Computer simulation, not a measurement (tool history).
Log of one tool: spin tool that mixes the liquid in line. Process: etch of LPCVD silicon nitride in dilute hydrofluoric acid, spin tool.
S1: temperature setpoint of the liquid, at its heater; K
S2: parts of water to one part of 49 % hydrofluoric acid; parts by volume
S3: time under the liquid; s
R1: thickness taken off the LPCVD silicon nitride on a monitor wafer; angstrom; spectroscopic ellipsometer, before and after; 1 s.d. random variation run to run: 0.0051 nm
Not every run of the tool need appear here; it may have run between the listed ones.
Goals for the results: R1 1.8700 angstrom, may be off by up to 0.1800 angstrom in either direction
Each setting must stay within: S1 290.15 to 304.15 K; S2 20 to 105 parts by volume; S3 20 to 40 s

run	hour	S1	S2	S3	R1
1	0.0	296.15	55	40	3.1723
2	9.0	295.15	60	40	2.5911
3	12.7	294.65	60	40	2.4953
4	14.2	294.65	60	20	1.3526
5	18.2	296.65	60	20	1.4914
6	24.8	296.15	60	20	1.4124
7	28.2	295.65	60	20	1.4077
8	35.3	295.65	55	20	1.5453

Which single option among these 4 for the next run brings every result within its allowed miss of target? Just one does.
A	42.4	294.15	85	35	?
B	42.4	295.15	65	25	?
C	42.4	294.65	75	30	?
D	42.4	292.15	45	25	?

move	R1
A	1.5152
B	1.5062
C	1.5187
D	1.7517
A: misses by more than the last run did
B: misses by more than the last run did
C: misses by more than the last run did
D: hits every target within its allowed miss
The right move is D.

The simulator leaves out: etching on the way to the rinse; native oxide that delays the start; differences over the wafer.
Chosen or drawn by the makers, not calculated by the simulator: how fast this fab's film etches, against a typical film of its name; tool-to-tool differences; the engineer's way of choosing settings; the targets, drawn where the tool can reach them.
